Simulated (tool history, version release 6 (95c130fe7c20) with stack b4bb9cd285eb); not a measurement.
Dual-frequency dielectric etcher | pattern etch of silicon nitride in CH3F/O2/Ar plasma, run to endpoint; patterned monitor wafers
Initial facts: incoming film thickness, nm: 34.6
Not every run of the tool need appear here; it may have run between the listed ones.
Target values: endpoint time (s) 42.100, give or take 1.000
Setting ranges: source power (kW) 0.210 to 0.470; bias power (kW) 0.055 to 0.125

run	hour	source power (kW)	bias power (kW)	endpoint time (s)
1	0.0	0.340	0.090	49.000
2	5.0	0.290	0.090	50.793
3	10.2	0.320	0.096	47.982
4	11.6	0.360	0.096	47.351
5	17.1	0.360	0.090	48.725
6	22.0	0.370	0.096	47.113
7	30.1	0.380	0.101	45.571
8	37.7	0.390	0.104	44.473
9	45.9	0.400	0.106	44.036
10	53.1	0.410	0.108	43.535

Which one of the following 4 next-run settings gets every result inside its allowed miss? There is exactly one.
A	60.3	0.390	0.104	?
B	60.3	0.440	0.101	?
C	60.3	0.370	0.101	?
D	60.3	0.380	0.118	?

move	endpoint time (s)
A	44.560
B	44.099
C	45.658
D	42.158
A: further off than the last run
B: further off than the last run
C: further off than the last run
D: hits every target within its allowed miss
Correct choice: D, which meets every target
